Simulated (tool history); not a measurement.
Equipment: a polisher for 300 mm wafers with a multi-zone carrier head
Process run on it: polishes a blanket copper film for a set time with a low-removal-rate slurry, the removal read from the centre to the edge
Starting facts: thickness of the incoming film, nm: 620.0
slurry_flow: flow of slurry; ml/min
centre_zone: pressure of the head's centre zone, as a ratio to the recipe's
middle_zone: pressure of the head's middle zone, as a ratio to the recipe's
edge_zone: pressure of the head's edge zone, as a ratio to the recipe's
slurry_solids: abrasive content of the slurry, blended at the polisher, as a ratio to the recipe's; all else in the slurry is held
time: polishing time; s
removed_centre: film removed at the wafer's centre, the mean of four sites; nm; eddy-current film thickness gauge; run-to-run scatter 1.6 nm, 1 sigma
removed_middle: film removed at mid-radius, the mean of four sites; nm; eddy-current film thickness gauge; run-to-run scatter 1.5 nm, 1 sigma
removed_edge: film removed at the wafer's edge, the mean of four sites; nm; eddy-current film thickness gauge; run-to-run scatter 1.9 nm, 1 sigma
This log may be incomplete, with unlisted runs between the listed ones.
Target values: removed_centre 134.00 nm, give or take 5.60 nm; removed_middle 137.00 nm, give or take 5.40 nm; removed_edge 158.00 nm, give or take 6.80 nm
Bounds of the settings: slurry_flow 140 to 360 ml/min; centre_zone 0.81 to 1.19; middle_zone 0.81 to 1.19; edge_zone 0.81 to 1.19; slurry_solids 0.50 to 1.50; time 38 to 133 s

| run | hour | slurry_flow | centre_zone | middle_zone | edge_zone | slurry_solids | time | removed_centre | removed_middle | removed_edge |
|---|---|---|---|---|---|---|---|---|---|---|
| 1 | 0.0 | 230 | 1.00 | 1.00 | 1.00 | 1.00 | 85 | 174.30 | 190.71 | 182.41 |
| 2 | 8.9 | 230 | 1.00 | 1.00 | 0.92 | 1.00 | 85 | 174.09 | 191.78 | 181.16 |
| 3 | 11.8 | 230 | 1.00 | 0.93 | 0.92 | 1.00 | 85 | 177.53 | 182.89 | 179.90 |
| 4 | 18.1 | 230 | 0.92 | 0.93 | 0.92 | 1.00 | 85 | 161.63 | 181.90 | 183.66 |
|  | 26.9 | centre zone pressure recalibrated |
| 5 | 26.9 | 230 | 0.92 | 0.93 | 0.92 | 1.00 | 68 | 138.12 | 145.31 | 142.18 |
| 6 | 34.1 | 230 | 0.92 | 0.93 | 0.85 | 1.00 | 68 | 136.10 | 143.67 | 138.10 |
| 7 | 36.6 | 200 | 0.82 | 0.83 | 0.95 | 1.25 | 70 | 134.90 | 147.46 | 161.76 |
| 8 | 45.3 | 200 | 0.83 | 0.83 | 0.96 | 1.25 | 70 | 134.01 | 145.12 | 162.97 |

Exercise: of the 5 proposed moves below, exactly one satisfies all targets within the stated allowed misses. Which move is it?
| A | 54.0 | 170 | 0.89 | 0.84 | 1.07 | 1.50 | 64 | ? | ? | ? |
| B | 54.0 | 155 | 0.83 | 0.87 | 0.86 | 1.35 | 70 | ? | ? | ? |
| C | 54.0 | 200 | 0.85 | 0.91 | 0.84 | 1.10 | 75 | ? | ? | ? |
| D | 54.0 | 245 | 0.81 | 0.89 | 1.03 | 1.10 | 74 | ? | ? | ? |
| E | 54.0 | 165 | 0.81 | 0.86 | 0.99 | 1.30 | 74 | ? | ? | ? |

| move | removed_centre | removed_middle | removed_edge |
|---|---|---|---|
| A | 138.47 | 136.60 | 158.83 |
| B | 134.47 | 145.80 | 150.12 |
| C | 145.67 | 157.77 | 154.50 |
| D | 141.02 | 157.67 | 171.10 |
| E | 138.93 | 153.08 | 168.98 |
A: meets every target
B: further off than the last run
C: further off than the last run
D: further off than the last run
E: further off than the last run
Go with A: it meets all targets.
